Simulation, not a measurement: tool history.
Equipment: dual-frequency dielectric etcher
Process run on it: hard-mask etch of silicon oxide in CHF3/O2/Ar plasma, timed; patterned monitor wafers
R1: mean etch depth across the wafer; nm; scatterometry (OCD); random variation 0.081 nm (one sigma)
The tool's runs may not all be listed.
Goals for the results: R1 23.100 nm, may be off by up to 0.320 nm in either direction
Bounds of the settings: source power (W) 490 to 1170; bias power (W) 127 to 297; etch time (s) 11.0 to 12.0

Run 1, hour 0.0: source power (W) 830, bias power (W) 212, etch time (s) 12.0. Result: R1 26.647 nm.
Run 2, hour 5.8: source power (W) 960, bias power (W) 212, etch time (s) 12.0. Result: R1 27.528 nm.
Run 3, hour 9.9: source power (W) 1040, bias power (W) 212, etch time (s) 12.0. Result: R1 28.375 nm.
Run 4, hour 16.6: source power (W) 890, bias power (W) 202, etch time (s) 12.0. Result: R1 26.539 nm.
Run 5, hour 18.7: source power (W) 780, bias power (W) 196, etch time (s) 12.0. Result: R1 25.479 nm.
Run 6, hour 25.8: source power (W) 700, bias power (W) 191, etch time (s) 12.0. Result: R1 24.473 nm.
Run 7, hour 32.9: source power (W) 650, bias power (W) 189, etch time (s) 12.0. Result: R1 24.123 nm.
Run 8, hour 34.4: source power (W) 650, bias power (W) 189, etch time (s) 12.0. Result: R1 24.041 nm.
Run 9, hour 38.8: source power (W) 620, bias power (W) 188, etch time (s) 12.0. Result: R1 23.683 nm.
Run 10, hour 40.1: source power (W) 620, bias power (W) 188, etch time (s) 12.0. Result: R1 23.584 nm.
Run 11, hour 43.3: source power (W) 600, bias power (W) 187, etch time (s) 12.0. Result: R1 23.635 nm.
Run 12, hour 50.3: source power (W) 600, bias power (W) 187, etch time (s) 12.0. Result: R1 23.517 nm.

5 candidate next runs follow, results not yet known. Just one meets every target within its allowed miss. Identify it.
Run A, hour 57.3: source power (W) 660, bias power (W) 206, etch time (s) 11.5. Result: R1 ?.
Run B, hour 57.3: source power (W) 620, bias power (W) 196, etch time (s) 11.5. Result: R1 ?.
Run C, hour 57.3: source power (W) 510, bias power (W) 208, etch time (s) 12.0. Result: R1 ?.
Run D, hour 57.3: source power (W) 580, bias power (W) 193, etch time (s) 12.0. Result: R1 ?.
Run E, hour 57.3: source power (W) 530, bias power (W) 212, etch time (s) 12.0. Result: R1 ?.

move      R1
   A  23.891
   B  23.062
   C  23.705
   D  23.563
   E  24.087
A: the biggest miss grows against the last run
B: hits every target within its allowed miss
C: the biggest miss grows against the last run
D: the biggest miss grows against the last run
E: the biggest miss grows against the last run
So the answer is move B, the one that meets all the targets.
